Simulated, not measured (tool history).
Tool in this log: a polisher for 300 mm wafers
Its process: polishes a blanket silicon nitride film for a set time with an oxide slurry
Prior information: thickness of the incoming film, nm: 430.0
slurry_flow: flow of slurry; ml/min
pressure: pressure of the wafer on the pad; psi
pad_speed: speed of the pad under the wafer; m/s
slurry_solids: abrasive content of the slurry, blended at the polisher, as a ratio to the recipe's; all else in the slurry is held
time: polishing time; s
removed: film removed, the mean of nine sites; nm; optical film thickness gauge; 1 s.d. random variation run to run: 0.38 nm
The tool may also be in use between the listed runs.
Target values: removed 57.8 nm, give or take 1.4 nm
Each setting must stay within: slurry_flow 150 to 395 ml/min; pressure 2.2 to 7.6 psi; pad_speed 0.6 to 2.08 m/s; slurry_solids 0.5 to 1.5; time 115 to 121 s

Run 1, hour 0: slurry_flow 250 ml/min, pressure 4.9 psi, pad_speed 1.34 m/s, slurry_solids 1, time 115 s. Result: removed 73.963 nm.
Run 2, hour 3.5: slurry_flow 245 ml/min, pressure 4.6 psi, pad_speed 1.34 m/s, slurry_solids 1, time 115 s. Result: removed 70.961 nm.
Run 3, hour 7.5: slurry_flow 245 ml/min, pressure 4.6 psi, pad_speed 1.52 m/s, slurry_solids 1, time 115 s. Result: removed 75.172 nm.
Run 4, hour 14.2: slurry_flow 265 ml/min, pressure 4.6 psi, pad_speed 1.52 m/s, slurry_solids 1, time 115 s. Result: removed 76.814 nm.
Run 5, hour 18.1: slurry_flow 255 ml/min, pressure 4.2 psi, pad_speed 1.52 m/s, slurry_solids 1, time 115 s. Result: removed 71.121 nm.
Run 6, hour 26.1: slurry_flow 245 ml/min, pressure 3.9 psi, pad_speed 1.52 m/s, slurry_solids 1, time 115 s. Result: removed 67.026 nm.
Run 7, hour 30.5: slurry_flow 245 ml/min, pressure 3.9 psi, pad_speed 1.52 m/s, slurry_solids 1, time 115 s. Result: removed 67.221 nm.
Run 8, hour 33.5: slurry_flow 245 ml/min, pressure 3.9 psi, pad_speed 1.52 m/s, slurry_solids 1, time 115 s. Result: removed 67.19 nm.

Exercise: of the 4 proposed moves below, exactly one satisfies all targets within the stated allowed misses. Which move is it?
Run A, hour 36.5: slurry_flow 245 ml/min, pressure 3.5 psi, pad_speed 1.58 m/s, slurry_solids 0.8, time 115 s. Result: removed ?.
Run B, hour 36.5: slurry_flow 250 ml/min, pressure 3.3 psi, pad_speed 1.38 m/s, slurry_solids 1.05, time 120 s. Result: removed ?.
Run C, hour 36.5: slurry_flow 250 ml/min, pressure 3.6 psi, pad_speed 1.58 m/s, slurry_solids 0.85, time 116 s. Result: removed ?.
Run D, hour 36.5: slurry_flow 330 ml/min, pressure 3.5 psi, pad_speed 1.3 m/s, slurry_solids 1.2, time 115 s. Result: removed ?.

move  removed
   A   58.769
   B   60.765
   C   62.179
   D   63.168
A: meets every target
B: gains on the last run, yet a result remains outside its allowed miss
C: gains on the last run, yet a result remains outside its allowed miss
D: gains on the last run, yet a result remains outside its allowed miss
The move that meets every target is A.

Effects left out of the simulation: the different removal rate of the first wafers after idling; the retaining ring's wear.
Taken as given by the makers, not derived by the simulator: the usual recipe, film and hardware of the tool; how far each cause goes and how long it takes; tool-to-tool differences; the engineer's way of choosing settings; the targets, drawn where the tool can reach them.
